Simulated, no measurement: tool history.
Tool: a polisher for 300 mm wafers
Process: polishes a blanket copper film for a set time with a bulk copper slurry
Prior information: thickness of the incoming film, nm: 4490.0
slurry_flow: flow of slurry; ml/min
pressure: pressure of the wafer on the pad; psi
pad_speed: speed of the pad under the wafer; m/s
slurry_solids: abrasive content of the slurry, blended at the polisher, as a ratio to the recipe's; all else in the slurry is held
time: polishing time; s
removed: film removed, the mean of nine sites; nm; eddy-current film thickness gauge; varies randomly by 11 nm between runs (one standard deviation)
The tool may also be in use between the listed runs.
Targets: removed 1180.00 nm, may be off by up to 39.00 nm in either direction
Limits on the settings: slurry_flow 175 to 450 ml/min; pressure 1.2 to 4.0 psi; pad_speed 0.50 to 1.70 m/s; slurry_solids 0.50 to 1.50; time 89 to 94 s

run,hour,slurry_flow,pressure,pad_speed,slurry_solids,time,removed
1,0.0,290,2.6,1.10,1.00,89,842.81
2,8.5,290,2.6,0.84,1.00,89,645.98
3,15.3,290,2.6,0.62,1.00,89,481.52
4,20.2,290,2.8,0.66,1.00,89,552.33
5,23.8,290,3.0,0.70,1.00,89,622.67
6,30.1,290,3.0,0.60,1.00,89,527.96
7,32.6,290,3.1,0.66,1.00,89,616.46
8,33.2,290,3.2,0.70,1.00,89,661.24
9,41.1,290,3.3,0.74,1.00,89,726.83
10,42.1,290,3.4,0.76,1.00,89,757.45
11,47.4,290,3.5,0.78,1.00,89,784.90
12,53.5,290,3.5,0.78,1.00,89,805.21
13,54.4,290,3.6,0.80,1.00,89,834.74
14,55.6,290,3.7,0.82,1.00,89,880.99
15,60.7,290,3.7,0.84,1.00,89,885.45
16,62.3,290,3.7,0.86,1.00,89,917.90
17,69.3,290,3.7,0.88,1.00,89,945.33
18,76.3,290,3.7,0.90,1.00,89,981.18
19,82.2,290,3.9,0.94,1.00,89,1072.50

Which of these 5 next moves meets every target?
A,88.1,235,4.0,1.04,1.00,90,?
B,88.1,360,3.8,1.12,0.90,94,?
C,88.1,270,4.0,0.90,1.10,91,?
D,88.1,295,4.0,0.90,1.05,90,?
E,88.1,285,4.0,0.94,0.90,91,?

move,removed
A,1155.50
B,1248.00
C,1050.70
D,1035.40
E,1051.10
A: each result inside its tolerance
B: moves the result that the last run missed by most past its target, out the other side
C: its largest miss is bigger than the last run's
D: its largest miss is bigger than the last run's
E: its largest miss is bigger than the last run's
Move A is the one to make.

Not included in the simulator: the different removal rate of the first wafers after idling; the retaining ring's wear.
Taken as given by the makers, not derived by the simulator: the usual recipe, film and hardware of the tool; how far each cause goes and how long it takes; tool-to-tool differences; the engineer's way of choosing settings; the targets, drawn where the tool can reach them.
